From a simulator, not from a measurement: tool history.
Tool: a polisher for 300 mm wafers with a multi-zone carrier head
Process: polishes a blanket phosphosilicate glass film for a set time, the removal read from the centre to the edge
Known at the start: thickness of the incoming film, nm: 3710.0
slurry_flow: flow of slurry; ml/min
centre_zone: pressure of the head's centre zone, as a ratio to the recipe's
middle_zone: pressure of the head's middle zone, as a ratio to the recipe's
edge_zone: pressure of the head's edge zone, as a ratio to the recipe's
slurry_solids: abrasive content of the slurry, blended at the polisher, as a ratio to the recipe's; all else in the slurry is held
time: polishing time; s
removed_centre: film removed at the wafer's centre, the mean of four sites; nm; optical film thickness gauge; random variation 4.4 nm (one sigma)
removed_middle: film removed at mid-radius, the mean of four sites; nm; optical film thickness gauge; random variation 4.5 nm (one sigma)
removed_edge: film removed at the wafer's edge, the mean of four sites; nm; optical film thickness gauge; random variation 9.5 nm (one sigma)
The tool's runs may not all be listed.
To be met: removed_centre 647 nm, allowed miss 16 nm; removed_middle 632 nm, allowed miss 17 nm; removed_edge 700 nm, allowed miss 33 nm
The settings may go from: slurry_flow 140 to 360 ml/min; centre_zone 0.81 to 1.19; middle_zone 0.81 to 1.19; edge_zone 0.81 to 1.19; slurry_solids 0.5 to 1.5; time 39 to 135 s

run	day	slurry_flow	centre_zone	middle_zone	edge_zone	slurry_solids	time	removed_centre	removed_middle	removed_edge
1	0	230	1	1	1	1	87	542.38	556.52	553.59
2	0.112	235	1	1	1.02	1	87	545.21	559.16	552.15
3	0.396	235	1	1	1.02	1.1	87	572.69	589.13	573.11
4	0.438	230	1	0.99	1.04	1.15	88	588.65	595.22	606.28
5	0.579	230	0.96	0.99	1.04	1.15	88	568.43	601.18	596.96
6	0.642	230	0.96	0.99	1.04	1.15	78	501.06	539.47	544.76
7	0.7	230	0.97	0.99	1.05	1.2	78	512.44	536.04	544.1
8	0.767	265	0.97	0.96	1.15	1.45	90	660.45	667.45	708.91
9	0.975	260	0.97	0.96	1.15	1.45	90	651.29	664.15	710.87
10	1.004	250	0.98	0.94	1.14	1.45	90	646.8	650.7	723.76

5 next moves are on the table. One of them brings every result within its allowed miss. Which?
A	1.033	200	0.92	0.98	1.11	1.5	91	?	?	?
B	1.033	225	0.93	0.85	1.19	1.45	95	?	?	?
C	1.033	265	0.95	0.95	1.1	1.4	92	?	?	?
D	1.033	210	0.98	0.93	1.14	1.35	93	?	?	?
E	1.033	215	0.91	0.98	1.16	1.3	96	?	?	?

move	removed_centre	removed_middle	removed_edge
A	616.39	674.1	704.08
B	651.66	625.68	761.3
C	648.88	666.93	706.55
D	648.03	635.96	703.23
E	613.17	677.28	722
A: further off than the last run
B: brings the result that was furthest off to its target, and leaves another outside
C: further off than the last run
D: meets every target
E: further off than the last run
The right move is D.
